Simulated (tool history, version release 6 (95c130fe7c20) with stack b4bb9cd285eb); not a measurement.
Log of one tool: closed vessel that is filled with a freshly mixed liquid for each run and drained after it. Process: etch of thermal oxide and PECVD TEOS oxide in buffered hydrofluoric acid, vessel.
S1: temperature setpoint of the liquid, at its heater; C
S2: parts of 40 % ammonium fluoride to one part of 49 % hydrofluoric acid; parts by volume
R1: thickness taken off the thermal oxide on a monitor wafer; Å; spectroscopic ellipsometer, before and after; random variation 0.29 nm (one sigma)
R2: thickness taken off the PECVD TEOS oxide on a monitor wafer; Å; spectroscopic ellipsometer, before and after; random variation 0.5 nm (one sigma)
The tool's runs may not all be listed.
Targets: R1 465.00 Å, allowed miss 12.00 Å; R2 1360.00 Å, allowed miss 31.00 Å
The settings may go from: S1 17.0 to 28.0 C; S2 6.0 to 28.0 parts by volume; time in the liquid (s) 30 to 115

Run 1, hour 0.0: S1 20.0 C, S2 17.0 parts by volume, time in the liquid (s) 60. Result: R1 357.97 Å, R2 1040.30 Å.
Run 2, hour 4.0: S1 20.0 C, S2 22.0 parts by volume, time in the liquid (s) 60. Result: R1 285.63 Å, R2 832.83 Å.
Run 3, hour 8.2: S1 20.0 C, S2 26.0 parts by volume, time in the liquid (s) 60. Result: R1 251.14 Å, R2 743.00 Å.
Run 4, hour 10.2: S1 21.5 C, S2 25.0 parts by volume, time in the liquid (s) 60. Result: R1 285.73 Å, R2 831.28 Å.
Run 5, hour 18.1: S1 21.5 C, S2 28.0 parts by volume, time in the liquid (s) 60. Result: R1 261.92 Å, R2 768.17 Å.
Run 6, hour 21.7: S1 18.5 C, S2 28.0 parts by volume, time in the liquid (s) 60. Result: R1 222.84 Å, R2 645.74 Å.
Run 7, hour 24.2: S1 20.0 C, S2 26.5 parts by volume, time in the liquid (s) 60. Result: R1 250.47 Å, R2 736.24 Å.
Run 8, hour 26.1: S1 21.5 C, S2 25.5 parts by volume, time in the liquid (s) 60. Result: R1 281.26 Å, R2 815.58 Å.
Run 9, hour 33.4: S1 25.5 C, S2 20.0 parts by volume, time in the liquid (s) 60. Result: R1 415.55 Å, R2 1210.90 Å.
Run 10, hour 37.1: S1 26.0 C, S2 20.0 parts by volume, time in the liquid (s) 60. Result: R1 424.07 Å, R2 1240.50 Å.
Run 11, hour 44.3: S1 26.5 C, S2 20.0 parts by volume, time in the liquid (s) 60. Result: R1 436.66 Å, R2 1266.30 Å.

Which of these 4 next moves meets every target?
Run A, hour 51.5: S1 24.5 C, S2 19.5 parts by volume, time in the liquid (s) 70. Result: R1 ?, R2 ?.
Run B, hour 51.5: S1 27.0 C, S2 20.0 parts by volume, time in the liquid (s) 60. Result: R1 ?, R2 ?.
Run C, hour 51.5: S1 24.0 C, S2 23.0 parts by volume, time in the liquid (s) 70. Result: R1 ?, R2 ?.
Run D, hour 51.5: S1 17.0 C, S2 23.0 parts by volume, time in the liquid (s) 105. Result: R1 ?, R2 ?.

move      R1       R2
   A  467.47  1367.30
   B  447.46  1308.80
   C  402.98  1178.70
   D  408.30  1194.20
A: meets every target
B: nearer than the last run, and not there yet
C: further off than the last run
D: further off than the last run
The right move is A.
